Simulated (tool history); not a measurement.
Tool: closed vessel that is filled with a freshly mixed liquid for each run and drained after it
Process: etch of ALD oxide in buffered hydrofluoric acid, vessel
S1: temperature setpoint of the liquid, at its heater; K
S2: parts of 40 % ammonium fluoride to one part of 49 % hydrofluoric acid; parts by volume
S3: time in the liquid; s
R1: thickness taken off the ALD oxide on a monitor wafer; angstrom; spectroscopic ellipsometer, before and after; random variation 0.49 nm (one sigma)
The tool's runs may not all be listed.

run	day	S1	S2	S3	R1
1	0.000	296.15	22.5	30	251.29
2	0.100	298.15	22.5	30	278.73
3	0.154	298.15	22.5	30	279.94
4	0.192	301.65	22.5	30	338.03
5	0.471	302.15	21.0	30	362.12
6	0.696	302.65	19.5	30	388.23
7	0.775	302.65	18.0	30	428.23
8	1.042	304.15	13.0	30	632.23

Forecast run 9:
9	1.296	304.15	13.0	30	?

R1: 642.02 angstrom
